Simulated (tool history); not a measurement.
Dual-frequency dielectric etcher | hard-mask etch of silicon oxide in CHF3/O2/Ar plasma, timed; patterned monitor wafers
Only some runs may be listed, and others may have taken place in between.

| run | hour | source power (kW) | bias power (kW) | etch time (s) | mean etch depth across the wafer (Å) |
|---|---|---|---|---|---|
| 1 | 0.0 | 0.720 | 0.204 | 19.0 | 433.41 |
| 2 | 3.6 | 0.720 | 0.204 | 17.5 | 398.17 |
| 3 | 8.2 | 0.720 | 0.222 | 17.5 | 413.45 |
| 4 | 16.6 | 0.720 | 0.222 | 17.5 | 412.81 |
|  | 17.1 | wet clean of the chamber |
| 5 | 17.1 | 0.640 | 0.214 | 17.5 | 378.89 |
| 6 | 22.9 | 0.610 | 0.213 | 17.5 | 372.18 |
| 7 | 27.1 | 0.580 | 0.212 | 17.5 | 364.95 |

Expected results for the next run?
| 8 | 35.8 | 0.460 | 0.208 | 17.5 | ? |

mean etch depth across the wafer (Å): 332.43
